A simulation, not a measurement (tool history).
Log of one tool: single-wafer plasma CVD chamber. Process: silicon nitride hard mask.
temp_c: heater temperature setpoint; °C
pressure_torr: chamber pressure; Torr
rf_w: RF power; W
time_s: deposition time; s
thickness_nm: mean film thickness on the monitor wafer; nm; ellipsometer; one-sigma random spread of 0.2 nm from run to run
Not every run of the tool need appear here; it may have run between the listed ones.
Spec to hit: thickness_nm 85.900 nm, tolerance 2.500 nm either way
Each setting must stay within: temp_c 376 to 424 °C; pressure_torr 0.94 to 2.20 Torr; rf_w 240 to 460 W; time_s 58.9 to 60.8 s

run 1 hour=0.0 | temp_c=400 pressure_torr=1.57 rf_w=350 time_s=58.9 | thickness_nm=71.334
run 2 hour=4.8 | temp_c=400 pressure_torr=1.70 rf_w=350 time_s=58.9 | thickness_nm=73.232
run 3 hour=5.7 | temp_c=400 pressure_torr=1.74 rf_w=355 time_s=59.0 | thickness_nm=74.608
run 4 hour=7.4 | temp_c=400 pressure_torr=1.77 rf_w=360 time_s=59.1 | thickness_nm=75.387
run 5 hour=10.6 | temp_c=400 pressure_torr=1.77 rf_w=320 time_s=59.1 | thickness_nm=69.084
run 6 hour=17.6 | temp_c=400 pressure_torr=1.79 rf_w=330 time_s=59.3 | thickness_nm=71.319
run 7 hour=18.8 | temp_c=400 pressure_torr=1.81 rf_w=340 time_s=59.4 | thickness_nm=72.797
-- hour=25.9 RF generator calibrated
run 8 hour=25.9 | temp_c=400 pressure_torr=1.82 rf_w=350 time_s=59.6 | thickness_nm=76.385

Of the 4 settings listed for the next run, only one would bring every result within its allowed miss of target. Which one?
run A hour=33.0 | temp_c=401 pressure_torr=1.86 rf_w=390 time_s=60.8 | thickness_nm=?
run B hour=33.0 | temp_c=391 pressure_torr=1.59 rf_w=315 time_s=58.9 | thickness_nm=?
run C hour=33.0 | temp_c=399 pressure_torr=1.48 rf_w=305 time_s=58.9 | thickness_nm=?
run D hour=33.0 | temp_c=424 pressure_torr=1.62 rf_w=330 time_s=60.8 | thickness_nm=?

move=A thickness_nm=84.791
move=B thickness_nm=68.051
move=C thickness_nm=65.024
move=D thickness_nm=72.178
A: meets every target
B: its largest miss is bigger than the last run's
C: its largest miss is bigger than the last run's
D: its largest miss is bigger than the last run's
Answer: A

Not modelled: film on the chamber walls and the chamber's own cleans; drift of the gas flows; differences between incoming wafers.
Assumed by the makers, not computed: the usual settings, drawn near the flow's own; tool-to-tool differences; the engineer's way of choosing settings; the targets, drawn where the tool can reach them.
